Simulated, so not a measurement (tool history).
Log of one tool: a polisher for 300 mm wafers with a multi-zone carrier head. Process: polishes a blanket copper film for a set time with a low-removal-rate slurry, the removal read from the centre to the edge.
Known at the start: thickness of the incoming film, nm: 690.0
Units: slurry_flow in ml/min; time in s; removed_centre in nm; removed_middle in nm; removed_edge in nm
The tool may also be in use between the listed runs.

Run 1, hour 0.0: slurry_flow 320 ml/min, centre_zone 1.00, middle_zone 1.00, edge_zone 1.00, slurry_solids 1.00, time 79 s. Result: removed_centre 159.16 nm, removed_middle 158.990 nm, removed_edge 161.370 nm.
Run 2, hour 4.2: slurry_flow 320 ml/min, centre_zone 1.00, middle_zone 0.98, edge_zone 0.98, slurry_solids 0.90, time 72 s. Result: removed_centre 142.62 nm, removed_middle 143.660 nm, removed_edge 144.430 nm.
Run 3, hour 7.2: slurry_flow 320 ml/min, centre_zone 1.06, middle_zone 0.98, edge_zone 0.98, slurry_solids 0.90, time 72 s. Result: removed_centre 149.28 nm, removed_middle 141.950 nm, removed_edge 143.820 nm.
Run 4, hour 16.2: slurry_flow 320 ml/min, centre_zone 1.06, middle_zone 1.02, edge_zone 0.98, slurry_solids 0.90, time 72 s. Result: removed_centre 147.45 nm, removed_middle 145.670 nm, removed_edge 142.550 nm.
Run 5, hour 23.6: slurry_flow 320 ml/min, centre_zone 1.06, middle_zone 1.00, edge_zone 0.97, slurry_solids 0.80, time 66 s. Result: removed_centre 136.23 nm, removed_middle 130.140 nm, removed_edge 130.630 nm.
Run 6, hour 30.8: slurry_flow 320 ml/min, centre_zone 1.06, middle_zone 0.93, edge_zone 0.97, slurry_solids 0.80, time 66 s. Result: removed_centre 136.09 nm, removed_middle 127.010 nm, removed_edge 125.830 nm.
Run 7, hour 33.1: slurry_flow 315 ml/min, centre_zone 1.05, middle_zone 0.91, edge_zone 0.98, slurry_solids 0.75, time 62 s. Result: removed_centre 126.14 nm, removed_middle 116.740 nm, removed_edge 119.050 nm.
Run 8, hour 34.2: slurry_flow 310 ml/min, centre_zone 1.04, middle_zone 0.90, edge_zone 0.97, slurry_solids 0.70, time 59 s. Result: removed_centre 116.09 nm, removed_middle 110.820 nm, removed_edge 113.100 nm.
Run 9, hour 39.8: slurry_flow 310 ml/min, centre_zone 1.04, middle_zone 0.89, edge_zone 0.96, slurry_solids 0.65, time 57 s. Result: removed_centre 113.29 nm, removed_middle 103.760 nm, removed_edge 107.040 nm.
Run 10, hour 41.9: slurry_flow 310 ml/min, centre_zone 1.02, middle_zone 0.88, edge_zone 0.94, slurry_solids 0.60, time 57 s. Result: removed_centre 107.54 nm, removed_middle 100.400 nm, removed_edge 106.000 nm.
Run 11, hour 49.0: slurry_flow 310 ml/min, centre_zone 1.02, middle_zone 0.89, edge_zone 0.92, slurry_solids 0.60, time 56 s. Result: removed_centre 107.56 nm, removed_middle 103.790 nm, removed_edge 101.500 nm.
Run 12, hour 52.2: slurry_flow 310 ml/min, centre_zone 1.02, middle_zone 0.88, edge_zone 0.92, slurry_solids 0.60, time 55 s. Result: removed_centre 106.22 nm, removed_middle 98.694 nm, removed_edge 101.940 nm.
Run 13, hour 54.6: slurry_flow 310 ml/min, centre_zone 1.01, middle_zone 0.88, edge_zone 0.90, slurry_solids 0.60, time 55 s. Result: removed_centre 105.11 nm, removed_middle 98.949 nm, removed_edge 98.151 nm.
Run 14, hour 57.3: slurry_flow 310 ml/min, centre_zone 1.00, middle_zone 0.87, edge_zone 0.90, slurry_solids 0.60, time 55 s. Result: removed_centre 104.69 nm, removed_middle 98.404 nm, removed_edge 99.855 nm.
Run 15, hour 60.7: slurry_flow 310 ml/min, centre_zone 0.99, middle_zone 0.86, edge_zone 0.89, slurry_solids 0.60, time 55 s. Result: removed_centre 102.05 nm, removed_middle 97.728 nm, removed_edge 100.200 nm.

Run 16 has not been measured yet. What should we expect?
Run 16, hour 62.4: slurry_flow 310 ml/min, centre_zone 0.99, middle_zone 0.85, edge_zone 0.88, slurry_solids 0.60, time 55 s. Result: removed_centre ?, removed_middle ?, removed_edge ?.

{"run 16": {"removed_centre": 102.11, "removed_middle": 96.964, "removed_edge": 100.33}}

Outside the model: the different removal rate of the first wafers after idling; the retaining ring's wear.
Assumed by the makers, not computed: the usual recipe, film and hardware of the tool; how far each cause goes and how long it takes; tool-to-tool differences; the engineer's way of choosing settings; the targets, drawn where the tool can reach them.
